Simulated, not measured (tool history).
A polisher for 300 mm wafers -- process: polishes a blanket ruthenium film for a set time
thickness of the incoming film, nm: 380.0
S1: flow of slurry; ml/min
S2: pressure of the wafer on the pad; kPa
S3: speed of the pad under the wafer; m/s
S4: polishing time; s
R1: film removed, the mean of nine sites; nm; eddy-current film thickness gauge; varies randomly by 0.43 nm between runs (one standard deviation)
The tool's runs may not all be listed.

run	hour	S1	S2	S3	S4	R1
1	0	280	17.2	0.78	34	37.895
2	5.3	280	19.3	0.78	34	42.392
3	7.2	280	20.7	0.78	34	45.291
4	14.8	280	18.6	0.78	34	40.931
5	21.9	235	18.6	0.78	34	40.293
6	25	235	20	0.78	34	44.034
7	33.4	235	21.4	0.78	34	46.462
8	36.5	235	22.1	0.78	34	47.55
9	43.6	235	22.8	0.78	34	48.733

What will run 10 give?
10	44.3	235	23.4	0.78	34	?

{"run 10": {"R1": 50.194}}

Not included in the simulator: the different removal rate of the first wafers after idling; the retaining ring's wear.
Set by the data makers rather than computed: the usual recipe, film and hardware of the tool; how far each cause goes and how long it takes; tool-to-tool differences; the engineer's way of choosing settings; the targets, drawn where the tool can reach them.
